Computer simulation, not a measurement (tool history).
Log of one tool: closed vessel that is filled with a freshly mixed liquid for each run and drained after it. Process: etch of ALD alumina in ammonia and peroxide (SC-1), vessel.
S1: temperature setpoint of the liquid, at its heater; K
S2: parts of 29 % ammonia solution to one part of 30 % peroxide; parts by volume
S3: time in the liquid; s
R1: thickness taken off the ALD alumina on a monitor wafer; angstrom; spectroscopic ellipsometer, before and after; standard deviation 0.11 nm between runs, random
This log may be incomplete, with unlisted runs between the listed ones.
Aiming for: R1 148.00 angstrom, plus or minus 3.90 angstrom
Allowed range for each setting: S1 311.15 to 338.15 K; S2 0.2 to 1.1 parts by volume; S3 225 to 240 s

run	hour	S1	S2	S3	R1
1	0.0	322.15	0.6	225	127.32
2	9.0	328.65	0.6	225	179.90
3	15.0	328.65	0.6	240	191.95
4	21.7	328.65	0.6	240	189.46
5	27.9	322.65	0.6	240	139.09
6	36.0	322.65	0.4	240	132.96
7	43.5	323.15	0.4	240	136.55
# hour 49.4: thermometer replaced
8	49.4	324.65	0.4	240	138.12
9	51.5	326.65	0.4	240	156.21

Consider the 5 candidate settings below. Which is the only one whose results all fall within their allowed miss of target?
A	53.6	328.15	0.2	240	?
B	53.6	327.65	0.7	235	?
C	53.6	327.15	0.2	225	?
D	53.6	328.15	0.2	225	?
E	53.6	325.15	0.5	230	?

move	R1
A	158.49
B	170.21
C	140.86
D	148.58
E	141.05
A: moves away from the targets compared with the last run
B: moves away from the targets compared with the last run
C: carries the result that was furthest off beyond its target, to the other side
D: every result lands within tolerance
E: carries the result that was furthest off beyond its target, to the other side
The right move is D.

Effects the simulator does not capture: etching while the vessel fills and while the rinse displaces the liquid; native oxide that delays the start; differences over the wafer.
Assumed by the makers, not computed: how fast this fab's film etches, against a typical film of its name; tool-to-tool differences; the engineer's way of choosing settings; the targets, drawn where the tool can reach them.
